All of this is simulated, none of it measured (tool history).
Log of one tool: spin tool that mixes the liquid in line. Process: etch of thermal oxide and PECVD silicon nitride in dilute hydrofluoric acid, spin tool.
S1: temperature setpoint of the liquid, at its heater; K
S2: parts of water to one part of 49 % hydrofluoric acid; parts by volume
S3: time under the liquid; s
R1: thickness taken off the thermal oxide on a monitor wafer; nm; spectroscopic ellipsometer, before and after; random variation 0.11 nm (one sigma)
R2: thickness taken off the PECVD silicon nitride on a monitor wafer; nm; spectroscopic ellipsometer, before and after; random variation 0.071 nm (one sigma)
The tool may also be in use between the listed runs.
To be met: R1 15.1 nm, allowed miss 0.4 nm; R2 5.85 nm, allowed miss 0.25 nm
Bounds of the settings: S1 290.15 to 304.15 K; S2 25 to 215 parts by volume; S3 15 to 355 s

Run 1, hour 0: S1 296.15 K, S2 120 parts by volume, S3 180 s. Result: R1 6.6823 nm, R2 3.3381 nm.
Run 2, hour 7.7: S1 295.65 K, S2 105 parts by volume, S3 180 s. Result: R1 7.659 nm, R2 3.7112 nm.
Run 3, hour 14.1: S1 295.15 K, S2 95 parts by volume, S3 180 s. Result: R1 8.3191 nm, R2 4.0004 nm.
Run 4, hour 16.2: S1 296.65 K, S2 95 parts by volume, S3 180 s. Result: R1 8.853 nm, R2 4.3441 nm.
Run 5, hour 21.8: S1 298.15 K, S2 95 parts by volume, S3 180 s. Result: R1 9.395 nm, R2 4.8837 nm.
Run 6, hour 26.6: S1 298.15 K, S2 60 parts by volume, S3 180 s. Result: R1 15.756 nm, R2 7.6041 nm.
Run 7, hour 28.9: S1 294.15 K, S2 35 parts by volume, S3 170 s. Result: R1 22.027 nm, R2 9.2613 nm.
Run 8, hour 34.7: S1 293.65 K, S2 40 parts by volume, S3 170 s. Result: R1 18.812 nm, R2 8.0456 nm.
Run 9, hour 43.1: S1 293.15 K, S2 40 parts by volume, S3 170 s. Result: R1 18.323 nm, R2 7.541 nm.
Run 10, hour 45.9: S1 292.65 K, S2 40 parts by volume, S3 170 s. Result: R1 17.976 nm, R2 7.4086 nm.
Run 11, hour 53.3: S1 292.15 K, S2 40 parts by volume, S3 170 s. Result: R1 17.45 nm, R2 7.1705 nm.
Run 12, hour 54.6: S1 291.65 K, S2 40 parts by volume, S3 170 s. Result: R1 17.241 nm, R2 6.736 nm.

Which of these 5 next moves meets every target?
Run A, hour 55.9: S1 292.15 K, S2 25 parts by volume, S3 90 s. Result: R1 ?, R2 ?.
Run B, hour 55.9: S1 297.65 K, S2 60 parts by volume, S3 175 s. Result: R1 ?, R2 ?.
Run C, hour 55.9: S1 299.15 K, S2 60 parts by volume, S3 165 s. Result: R1 ?, R2 ?.
Run D, hour 55.9: S1 290.15 K, S2 25 parts by volume, S3 105 s. Result: R1 ?, R2 ?.
Run E, hour 55.9: S1 292.15 K, S2 50 parts by volume, S3 175 s. Result: R1 ?, R2 ?.

move      R1      R2
   A  15.449  5.9006
   B  15.054  7.1382
   C  15.072    7.43
   D   16.52  5.9758
   E  14.573  5.8737
A: meets every target
B: brings the result that was furthest off to its target, and leaves another outside
C: brings the result that was furthest off to its target, and leaves another outside
D: nearer than the last run, and not there yet
E: takes the result that was furthest off past its target
Answer: A

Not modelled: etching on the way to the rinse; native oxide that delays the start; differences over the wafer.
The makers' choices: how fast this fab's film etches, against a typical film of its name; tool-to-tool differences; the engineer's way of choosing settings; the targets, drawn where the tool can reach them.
